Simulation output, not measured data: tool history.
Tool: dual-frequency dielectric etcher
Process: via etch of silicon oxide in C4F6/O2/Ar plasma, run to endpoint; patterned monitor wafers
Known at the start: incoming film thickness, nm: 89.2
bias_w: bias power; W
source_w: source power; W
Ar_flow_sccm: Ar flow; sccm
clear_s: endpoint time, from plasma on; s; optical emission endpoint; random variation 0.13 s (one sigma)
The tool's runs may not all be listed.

Run 1, day 0.000: bias_w 511 W, source_w 290 W, Ar_flow_sccm 312 sccm. Result: clear_s 19.688 s.
Run 2, day 0.371: bias_w 481 W, source_w 280 W, Ar_flow_sccm 314 sccm. Result: clear_s 20.493 s.
Run 3, day 0.662: bias_w 481 W, source_w 280 W, Ar_flow_sccm 335 sccm. Result: clear_s 20.515 s.
Run 4, day 0.717: bias_w 481 W, source_w 250 W, Ar_flow_sccm 335 sccm. Result: clear_s 21.615 s.
Run 5, day 0.862: bias_w 469 W, source_w 250 W, Ar_flow_sccm 335 sccm. Result: clear_s 21.804 s.
Run 6, day 0.967: bias_w 469 W, source_w 250 W, Ar_flow_sccm 356 sccm. Result: clear_s 21.663 s.
Run 7, day 1.046: bias_w 457 W, source_w 250 W, Ar_flow_sccm 356 sccm. Result: clear_s 21.821 s.

Run 8 comes next. What will it give?
Run 8, day 1.350: bias_w 446 W, source_w 250 W, Ar_flow_sccm 356 sccm. Result: clear_s ?.

Run 8 gave clear_s 22.008 s.
